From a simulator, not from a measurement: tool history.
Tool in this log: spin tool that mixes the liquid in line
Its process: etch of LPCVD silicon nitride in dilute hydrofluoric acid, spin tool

run  hour  temperature setpoint of the liquid (K)  parts of water to one part of 49 % hydrofluoric acid (parts by volume)  time under the liquid (s)  thickness taken off the LPCVD silicon nitride on a monitor wafer (nm)
  1   0.0                                  296.15                                                                     145                        325                                                                0.91198
  2   2.0                                  295.15                                                                     165                        325                                                                0.63002
  3   8.4                                  295.15                                                                     140                        325                                                                0.79506
  4  11.6                                  294.15                                                                     145                        325                                                                0.75870
  5  15.2                                  294.15                                                                     115                        325                                                                0.96117
  6  20.6                                  293.15                                                                     130                        325                                                                0.78381

Run 7, settings as shown, results not yet in. Your forecast:
  7  26.6                                  292.65                                                                     140                        325                                                                      ?

thickness taken off the LPCVD silicon nitride on a monitor wafer (nm): 0.70676
